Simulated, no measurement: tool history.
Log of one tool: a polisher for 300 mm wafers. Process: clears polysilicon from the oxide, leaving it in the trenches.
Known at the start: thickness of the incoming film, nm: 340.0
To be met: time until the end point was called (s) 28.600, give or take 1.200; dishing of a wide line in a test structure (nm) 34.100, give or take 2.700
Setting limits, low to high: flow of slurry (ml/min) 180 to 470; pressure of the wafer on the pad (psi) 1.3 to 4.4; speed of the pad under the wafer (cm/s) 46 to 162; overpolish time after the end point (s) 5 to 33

run	hour	flow of slurry (ml/min)	pressure of the wafer on the pad (psi)	speed of the pad under the wafer (cm/s)	overpolish time after the end point (s)	time until the end point was called (s)	dishing of a wide line in a test structure (nm)
1	0.0	300	2.8	104	17	26.900	46.897
2	8.2	300	2.4	104	17	31.153	47.026
3	17.1	300	2.5	102	15	31.078	44.944
4	22.8	345	2.5	102	15	29.740	45.346
5	26.2	345	2.1	102	15	35.500	46.758
6	32.9	345	2.1	102	11	35.016	41.386
7	37.4	330	2.2	102	10	33.049	43.735
8	43.6	350	2.3	100	9	33.065	41.444
9	46.0	435	3.1	90	5	26.484	36.495
10	47.9	440	3.1	88	5	27.501	34.683
11	51.2	445	3.1	88	5	27.205	34.282

Which one of the following 4 next-run settings gets every result inside its allowed miss? There is exactly one.
A	54.5	430	3.1	94	5	?	?
B	54.5	470	3.7	76	5	?	?
C	54.5	470	3.5	80	5	?	?
D	54.5	470	3.0	86	5	?	?

move	time until the end point was called (s)	dishing of a wide line in a test structure (nm)
A	26.001	37.426
B	26.151	37.326
C	26.411	37.152
D	28.647	35.707
A: moves away from the targets compared with the last run
B: moves away from the targets compared with the last run
C: moves away from the targets compared with the last run
D: hits every target within its allowed miss
The move that meets every target is D.

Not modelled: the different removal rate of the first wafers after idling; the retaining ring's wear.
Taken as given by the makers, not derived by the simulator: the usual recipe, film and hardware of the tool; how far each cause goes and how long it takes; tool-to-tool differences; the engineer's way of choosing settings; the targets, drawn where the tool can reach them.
